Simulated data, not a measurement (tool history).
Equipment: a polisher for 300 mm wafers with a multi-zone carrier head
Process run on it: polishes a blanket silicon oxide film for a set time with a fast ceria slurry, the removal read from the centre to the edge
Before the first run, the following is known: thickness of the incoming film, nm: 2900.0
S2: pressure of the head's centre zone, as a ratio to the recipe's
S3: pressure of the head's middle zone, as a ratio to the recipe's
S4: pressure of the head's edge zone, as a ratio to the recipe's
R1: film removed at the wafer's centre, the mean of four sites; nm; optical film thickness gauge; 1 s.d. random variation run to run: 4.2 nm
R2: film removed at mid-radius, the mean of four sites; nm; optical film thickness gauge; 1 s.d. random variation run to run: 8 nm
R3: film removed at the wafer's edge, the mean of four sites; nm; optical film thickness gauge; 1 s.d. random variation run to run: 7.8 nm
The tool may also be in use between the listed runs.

run 1 hour=0.0 | flow_of_slurry_(ml/min)=125 S2=1.00 S3=1.00 S4=1.00 polishing_time_(s)=54 | R1=795.45 R2=802.38 R3=782.45
run 2 hour=1.9 | flow_of_slurry_(ml/min)=125 S2=1.00 S3=1.00 S4=1.06 polishing_time_(s)=54 | R1=787.84 R2=832.35 R3=788.35
run 3 hour=4.3 | flow_of_slurry_(ml/min)=95 S2=1.00 S3=1.00 S4=1.06 polishing_time_(s)=54 | R1=727.40 R2=744.00 R3=764.32
run 4 hour=11.3 | flow_of_slurry_(ml/min)=95 S2=1.00 S3=1.00 S4=0.99 polishing_time_(s)=54 | R1=727.40 R2=743.92 R3=746.78
run 5 hour=19.5 | flow_of_slurry_(ml/min)=95 S2=1.01 S3=0.99 S4=0.97 polishing_time_(s)=52 | R1=707.08 R2=692.61 R3=721.66
run 6 hour=20.6 | flow_of_slurry_(ml/min)=95 S2=1.01 S3=1.05 S4=0.97 polishing_time_(s)=52 | R1=703.63 R2=764.19 R3=718.56
run 7 hour=22.1 | flow_of_slurry_(ml/min)=90 S2=1.07 S3=0.95 S4=0.87 polishing_time_(s)=46 | R1=644.17 R2=605.09 R3=580.46

The next listed run, before its measurement:
run 8 hour=26.3 | flow_of_slurry_(ml/min)=90 S2=1.07 S3=0.94 S4=0.88 polishing_time_(s)=46 | R1=? R2=? R3=?

R1: 646.03 nm
R2: 610.83 nm
R3: 586.00 nm
